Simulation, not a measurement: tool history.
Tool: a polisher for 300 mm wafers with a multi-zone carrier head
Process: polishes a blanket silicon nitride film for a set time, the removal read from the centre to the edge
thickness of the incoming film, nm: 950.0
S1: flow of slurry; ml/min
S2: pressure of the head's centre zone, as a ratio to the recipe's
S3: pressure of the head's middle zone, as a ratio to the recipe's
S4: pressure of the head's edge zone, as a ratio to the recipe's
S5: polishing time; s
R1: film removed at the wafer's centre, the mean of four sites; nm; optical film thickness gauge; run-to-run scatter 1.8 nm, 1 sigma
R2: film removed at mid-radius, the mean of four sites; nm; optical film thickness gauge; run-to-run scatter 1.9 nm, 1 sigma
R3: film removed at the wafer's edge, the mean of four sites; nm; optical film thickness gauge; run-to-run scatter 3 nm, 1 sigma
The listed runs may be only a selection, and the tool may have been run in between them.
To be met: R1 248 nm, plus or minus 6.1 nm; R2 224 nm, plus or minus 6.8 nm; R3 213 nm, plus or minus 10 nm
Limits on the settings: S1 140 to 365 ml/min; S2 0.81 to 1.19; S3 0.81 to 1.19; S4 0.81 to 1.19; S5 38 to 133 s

{"run": 1, "day": 0.0, "S1": 235, "S2": 1, "S3": 1, "S4": 1, "S5": 85, "R1": 139.99, "R2": 154.91, "R3": 151.89}
{"run": 2, "day": 0.312, "S1": 235, "S2": 1.08, "S3": 1, "S4": 1, "S5": 85, "R1": 149.92, "R2": 153.93, "R3": 151.49}
{"run": 3, "day": 0.529, "S1": 285, "S2": 1.08, "S3": 1, "S4": 1, "S5": 85, "R1": 152.68, "R2": 161.21, "R3": 154.81}
{"run": 4, "day": 0.767, "S1": 260, "S2": 1.08, "S3": 1, "S4": 1, "S5": 85, "R1": 153.35, "R2": 159.48, "R3": 152.1}
{"run": 5, "day": 0.942, "S1": 255, "S2": 1.12, "S3": 0.99, "S4": 0.99, "S5": 96, "R1": 178.56, "R2": 177.47, "R3": 175.32}
{"day": 1.262, "done": "centre zone pressure recalibrated"}
{"run": 6, "day": 1.262, "S1": 255, "S2": 1.14, "S3": 0.98, "S4": 0.93, "S5": 104, "R1": 213.64, "R2": 186, "R3": 181.54}
{"run": 7, "day": 1.608, "S1": 265, "S2": 1.16, "S3": 0.99, "S4": 0.94, "S5": 107, "R1": 222.43, "R2": 200.28, "R3": 193.02}
{"run": 8, "day": 1.717, "S1": 305, "S2": 1.19, "S3": 0.99, "S4": 0.93, "S5": 115, "R1": 252.52, "R2": 216.46, "R3": 208.06}
{"run": 9, "day": 1.742, "S1": 305, "S2": 1.19, "S3": 0.99, "S4": 0.93, "S5": 115, "R1": 254.88, "R2": 215.4, "R3": 202.58}
{"run": 10, "day": 2.029, "S1": 305, "S2": 1.19, "S3": 0.99, "S4": 0.93, "S5": 115, "R1": 249.93, "R2": 214.8, "R3": 206.64}

Exercise: of the 4 proposed moves below, exactly one satisfies all targets within the stated allowed misses. Which move is it?
{"run": "A", "day": 2.317, "S1": 350, "S2": 1.15, "S3": 0.99, "S4": 0.93, "S5": 117, "R1": "?", "R2": "?", "R3": "?"}
{"run": "B", "day": 2.317, "S1": 365, "S2": 1.19, "S3": 0.93, "S4": 0.97, "S5": 114, "R1": "?", "R2": "?", "R3": "?"}
{"run": "C", "day": 2.317, "S1": 280, "S2": 1.19, "S3": 0.92, "S4": 0.96, "S5": 117, "R1": "?", "R2": "?", "R3": "?"}
{"run": "D", "day": 2.317, "S1": 335, "S2": 1.18, "S3": 0.91, "S4": 0.91, "S5": 114, "R1": "?", "R2": "?", "R3": "?"}

move=A R1=249.23 R2=222.44 R3=208.42
move=B R1=252.13 R2=206.28 R3=206.81
move=C R1=252.49 R2=205.2 R3=207.91
move=D R1=248.12 R2=201.24 R3=201.22
A: in spec on every target
B: moves away from the targets compared with the last run
C: moves away from the targets compared with the last run
D: moves away from the targets compared with the last run
So the answer is move A, the one that meets all the targets.
